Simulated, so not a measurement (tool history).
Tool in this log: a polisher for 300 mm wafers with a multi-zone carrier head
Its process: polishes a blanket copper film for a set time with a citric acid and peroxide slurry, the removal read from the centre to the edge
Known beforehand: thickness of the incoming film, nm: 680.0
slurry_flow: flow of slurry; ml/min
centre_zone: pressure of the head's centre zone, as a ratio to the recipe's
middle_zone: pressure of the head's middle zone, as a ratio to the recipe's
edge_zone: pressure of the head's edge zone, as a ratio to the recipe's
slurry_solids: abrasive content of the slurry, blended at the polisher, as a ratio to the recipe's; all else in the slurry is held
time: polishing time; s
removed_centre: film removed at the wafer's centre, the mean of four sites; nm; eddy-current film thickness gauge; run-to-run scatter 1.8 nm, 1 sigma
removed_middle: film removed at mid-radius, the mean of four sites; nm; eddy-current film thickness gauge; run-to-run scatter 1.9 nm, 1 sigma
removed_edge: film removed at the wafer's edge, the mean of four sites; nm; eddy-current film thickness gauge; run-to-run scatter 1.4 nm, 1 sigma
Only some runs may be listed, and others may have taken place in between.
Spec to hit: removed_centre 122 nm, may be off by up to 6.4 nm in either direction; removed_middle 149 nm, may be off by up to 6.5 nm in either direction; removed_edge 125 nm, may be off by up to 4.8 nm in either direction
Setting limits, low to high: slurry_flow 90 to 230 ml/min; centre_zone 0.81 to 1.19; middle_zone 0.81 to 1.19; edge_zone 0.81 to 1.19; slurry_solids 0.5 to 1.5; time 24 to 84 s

run 1 hour=0 | slurry_flow=150 centre_zone=1 middle_zone=1 edge_zone=1 slurry_solids=1 time=54 | removed_centre=100.01 removed_middle=114.35 removed_edge=111.05
run 2 hour=6.9 | slurry_flow=160 centre_zone=1.02 middle_zone=1.05 edge_zone=1.01 slurry_solids=1.1 time=54 | removed_centre=107.12 removed_middle=124.68 removed_edge=113.59
run 3 hour=14.2 | slurry_flow=160 centre_zone=1.1 middle_zone=1.05 edge_zone=1.01 slurry_solids=1.1 time=54 | removed_centre=114.58 removed_middle=120.78 removed_edge=115.52
run 4 hour=20.3 | slurry_flow=160 centre_zone=1.1 middle_zone=1.05 edge_zone=1.06 slurry_solids=1.1 time=54 | removed_centre=116.67 removed_middle=125.72 removed_edge=120.86
run 5 hour=28.9 | slurry_flow=140 centre_zone=1.1 middle_zone=1.05 edge_zone=1.06 slurry_solids=1.1 time=54 | removed_centre=110.91 removed_middle=119.58 removed_edge=116.62
run 6 hour=35.6 | slurry_flow=155 centre_zone=1.09 middle_zone=1.08 edge_zone=1.06 slurry_solids=1.1 time=54 | removed_centre=109.34 removed_middle=126.54 removed_edge=119.73
run 7 hour=37.4 | slurry_flow=195 centre_zone=1.18 middle_zone=1.18 edge_zone=1.01 slurry_solids=1.15 time=54 | removed_centre=129.52 removed_middle=144.03 removed_edge=117.36
run 8 hour=41.7 | slurry_flow=195 centre_zone=1.16 middle_zone=1.18 edge_zone=1.03 slurry_solids=1.15 time=54 | removed_centre=130.31 removed_middle=146.06 removed_edge=120.71

Consider the 4 candidate settings below. Which is the only one whose results all fall within their allowed miss of target?
run A hour=46 | slurry_flow=210 centre_zone=1.19 middle_zone=1.1 edge_zone=0.84 slurry_solids=1.4 time=52 | removed_centre=? removed_middle=? removed_edge=?
run B hour=46 | slurry_flow=225 centre_zone=1.19 middle_zone=1.19 edge_zone=0.92 slurry_solids=1.25 time=52 | removed_centre=? removed_middle=? removed_edge=?
run C hour=46 | slurry_flow=205 centre_zone=1.15 middle_zone=1.12 edge_zone=1.08 slurry_solids=1.2 time=52 | removed_centre=? removed_middle=? removed_edge=?
run D hour=46 | slurry_flow=215 centre_zone=1.1 middle_zone=1.19 edge_zone=1.1 slurry_solids=0.95 time=57 | removed_centre=? removed_middle=? removed_edge=?

move=A removed_centre=134.91 removed_middle=140.65 removed_edge=113.46
move=B removed_centre=131.96 removed_middle=146.94 removed_edge=114.62
move=C removed_centre=124.05 removed_middle=135.99 removed_edge=120.5
move=D removed_centre=121.94 removed_middle=147.19 removed_edge=124.47
A: moves away from the targets compared with the last run
B: moves away from the targets compared with the last run
C: puts the biggest miss on target and leaves a different result outside tolerance
D: meets every target
Go with D: it meets all targets.
